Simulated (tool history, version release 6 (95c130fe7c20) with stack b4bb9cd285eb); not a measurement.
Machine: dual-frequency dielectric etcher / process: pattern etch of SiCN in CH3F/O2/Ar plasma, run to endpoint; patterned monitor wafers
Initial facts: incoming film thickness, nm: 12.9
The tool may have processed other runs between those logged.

run,day,source power (W),bias power (W),endpoint time (s)
1,0.000,440,97,28.893
2,0.067,390,97,29.867
3,0.221,420,98,29.287
4,0.312,420,89,30.232
# day 0.658: source power generator calibrated
5,0.658,380,89,32.022
6,1.033,410,89,31.015
7,1.279,500,92,28.322

Expected results for the next run?
8,1.517,510,92,?

Logged for run 8: endpoint time (s) 28.164.
